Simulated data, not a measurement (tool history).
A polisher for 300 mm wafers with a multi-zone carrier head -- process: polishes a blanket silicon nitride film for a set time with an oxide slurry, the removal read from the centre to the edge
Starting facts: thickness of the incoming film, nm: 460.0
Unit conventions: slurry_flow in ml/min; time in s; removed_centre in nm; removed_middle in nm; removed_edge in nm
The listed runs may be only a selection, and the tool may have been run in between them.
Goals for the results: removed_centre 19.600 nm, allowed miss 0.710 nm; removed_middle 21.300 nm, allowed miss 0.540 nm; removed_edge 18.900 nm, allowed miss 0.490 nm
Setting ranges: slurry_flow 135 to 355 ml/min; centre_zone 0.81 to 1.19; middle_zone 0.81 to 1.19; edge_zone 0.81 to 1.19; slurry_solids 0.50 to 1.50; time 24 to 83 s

run	hour	slurry_flow	centre_zone	middle_zone	edge_zone	slurry_solids	time	removed_centre	removed_middle	removed_edge
1	0.0	225	1.00	1.00	1.00	1.00	53	27.072	27.531	26.319
2	5.9	225	1.05	1.00	1.00	1.00	53	28.459	27.392	26.682
3	8.1	225	1.04	1.00	0.98	0.95	53	27.952	26.927	25.737
4	10.0	200	1.04	1.00	0.98	0.95	53	27.424	26.664	25.350
5	17.0	200	1.04	1.00	0.98	0.95	61	31.184	30.601	29.182
6	17.6	195	1.02	0.99	0.97	0.90	60	29.012	28.715	27.607
7	21.0	195	1.01	0.99	0.96	0.85	60	28.533	27.912	26.589
8	28.7	190	0.99	0.99	0.95	0.80	60	26.975	26.975	25.489
9	33.2	185	0.98	0.99	0.94	0.75	60	24.836	25.250	23.963
10	37.6	185	0.97	0.99	0.93	0.75	60	25.002	25.182	23.962
11	46.0	185	0.96	0.99	0.92	0.75	60	25.093	25.425	23.905
12	50.7	185	0.95	0.99	0.91	0.75	60	24.859	25.593	23.358

Of the 5 settings listed for the next run, only one would bring every result within its allowed miss of target. Which one?
A	55.4	175	1.17	0.81	1.08	0.60	83	?	?	?
B	55.4	135	0.90	1.05	1.02	0.70	46	?	?	?
C	55.4	135	0.96	1.06	0.92	0.95	42	?	?	?
D	55.4	190	0.86	1.07	0.90	0.70	54	?	?	?
E	55.4	180	0.88	1.08	0.93	0.65	51	?	?	?

move	removed_centre	removed_middle	removed_edge
A	33.645	24.492	29.927
B	16.691	18.709	17.950
C	19.736	21.182	19.193
D	19.650	23.104	20.361
E	17.694	20.605	18.314
A: misses by more than the last run did
B: carries the result that was furthest off beyond its target, to the other side
C: every result within its allowed miss
D: nearer the targets than the last run, but a result is still out of spec
E: carries the result that was furthest off beyond its target, to the other side
Move C is the one to make.
